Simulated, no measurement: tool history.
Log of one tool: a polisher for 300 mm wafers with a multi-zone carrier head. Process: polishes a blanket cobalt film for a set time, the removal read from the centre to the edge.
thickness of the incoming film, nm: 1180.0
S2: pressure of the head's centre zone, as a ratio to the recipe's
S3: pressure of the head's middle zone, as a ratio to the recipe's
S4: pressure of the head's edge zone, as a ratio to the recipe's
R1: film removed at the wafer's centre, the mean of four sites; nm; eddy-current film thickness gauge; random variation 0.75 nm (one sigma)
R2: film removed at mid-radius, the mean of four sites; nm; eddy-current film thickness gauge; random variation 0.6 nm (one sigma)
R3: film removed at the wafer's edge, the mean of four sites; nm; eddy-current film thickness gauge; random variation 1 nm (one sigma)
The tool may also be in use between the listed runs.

{"run": 1, "day": 0.0, "flow of slurry (ml/min)": 205, "S2": 1.0, "S3": 1.0, "S4": 1.0, "polishing time (s)": 49, "R1": 166.27, "R2": 164.45, "R3": 168.92}
{"run": 2, "day": 0.296, "flow of slurry (ml/min)": 205, "S2": 1.08, "S3": 1.0, "S4": 1.0, "polishing time (s)": 49, "R1": 180.27, "R2": 165.86, "R3": 164.78}
{"run": 3, "day": 0.671, "flow of slurry (ml/min)": 185, "S2": 1.03, "S3": 0.97, "S4": 0.95, "polishing time (s)": 40, "R1": 137.68, "R2": 131.3, "R3": 131.08}
{"run": 4, "day": 0.996, "flow of slurry (ml/min)": 185, "S2": 1.03, "S3": 0.93, "S4": 0.95, "polishing time (s)": 40, "R1": 139.68, "R2": 125.32, "R3": 132.93}
{"run": 5, "day": 1.308, "flow of slurry (ml/min)": 185, "S2": 0.97, "S3": 0.93, "S4": 0.95, "polishing time (s)": 40, "R1": 133.04, "R2": 127.42, "R3": 128.67}
{"run": 6, "day": 1.654, "flow of slurry (ml/min)": 170, "S2": 0.93, "S3": 0.89, "S4": 0.96, "polishing time (s)": 35, "R1": 109.96, "R2": 107.04, "R3": 114.51}

The next listed run, before its measurement:
{"run": 7, "day": 1.783, "flow of slurry (ml/min)": 160, "S2": 0.91, "S3": 0.87, "S4": 0.93, "polishing time (s)": 32, "R1": "?", "R2": "?", "R3": "?"}

R1: 97.839 nm
R2: 94.037 nm
R3: 103.41 nm
